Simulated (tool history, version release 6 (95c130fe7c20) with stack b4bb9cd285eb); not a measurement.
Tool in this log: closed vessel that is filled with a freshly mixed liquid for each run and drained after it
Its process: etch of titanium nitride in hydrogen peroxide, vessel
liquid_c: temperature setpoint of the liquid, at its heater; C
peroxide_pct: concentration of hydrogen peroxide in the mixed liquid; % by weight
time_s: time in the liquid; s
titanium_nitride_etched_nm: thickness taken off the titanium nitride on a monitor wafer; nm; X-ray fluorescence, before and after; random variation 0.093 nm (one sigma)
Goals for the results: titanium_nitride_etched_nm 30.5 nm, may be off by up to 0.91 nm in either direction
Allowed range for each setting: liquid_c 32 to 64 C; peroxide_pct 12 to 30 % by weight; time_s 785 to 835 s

run  hour  liquid_c  peroxide_pct  time_s  titanium_nitride_etched_nm
  1     0        48          20.5     785                      15.228
  2   2.6        48          20.5     835                      16.092
  3   4.2      42.5          20.5     835                      10.741
  4  10.8        44          20.5     835                      12.001
  5  16.8      45.5          20.5     835                      13.457
  6  23.4      45.5          23.5     835                      13.834
  7  29.3        47          23.5     835                      15.453
  8  36.3        48          23.5     835                      16.631
  9  38.4        49          23.5     835                      17.918
 10  47.1        50          23.5     835                      19.217
 11  48.4        51          23.5     835                      20.603
 12  49.7      51.5          23.5     835                      21.405
 13  55.9        52          23.5     835                       22.14
 14  60.3        57          23.5     835                      31.573

5 candidate next runs follow, results not yet known. Just one meets every target within its allowed miss. Identify it.
  A  64.7        59            20     785                           ?
  B  64.7      57.5            23     835                           ?
  C  64.7        57          28.5     825                           ?
  D  64.7      57.5            23     785                           ?
  E  64.7      58.5          24.5     790                           ?

move  titanium_nitride_etched_nm
   A                      32.789
   B                      32.425
   C                      32.434
   D                      30.483
   E                      33.316
A: further off than the last run
B: further off than the last run
C: further off than the last run
D: meets every target
E: further off than the last run
D meets every target.
